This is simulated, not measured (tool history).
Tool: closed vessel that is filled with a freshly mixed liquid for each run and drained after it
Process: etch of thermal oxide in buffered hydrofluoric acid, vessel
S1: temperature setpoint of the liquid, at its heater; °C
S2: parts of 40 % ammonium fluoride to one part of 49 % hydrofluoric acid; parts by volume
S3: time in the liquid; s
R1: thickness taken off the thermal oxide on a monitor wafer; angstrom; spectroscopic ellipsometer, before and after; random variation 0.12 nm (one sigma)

{"run": 1, "hour": 0.0, "S1": 23.0, "S2": 18.5, "S3": 30, "R1": 184.76}
{"run": 2, "hour": 1.6, "S1": 23.0, "S2": 15.5, "S3": 30, "R1": 217.41}
{"run": 3, "hour": 9.0, "S1": 23.0, "S2": 21.0, "S3": 30, "R1": 164.27}
{"run": 4, "hour": 10.0, "S1": 24.5, "S2": 21.0, "S3": 30, "R1": 178.42}
{"run": 5, "hour": 19.1, "S1": 21.5, "S2": 21.0, "S3": 30, "R1": 152.51}
{"run": 6, "hour": 23.8, "S1": 23.5, "S2": 21.0, "S3": 30, "R1": 171.64}
{"run": 7, "hour": 25.6, "S1": 24.5, "S2": 21.0, "S3": 30, "R1": 180.36}
{"run": 8, "hour": 34.5, "S1": 25.5, "S2": 21.0, "S3": 30, "R1": 189.75}

The next listed run, before its measurement:
{"run": 9, "hour": 43.7, "S1": 26.5, "S2": 21.0, "S3": 30, "R1": "?"}

{"run 9": {"R1": 199.71}}
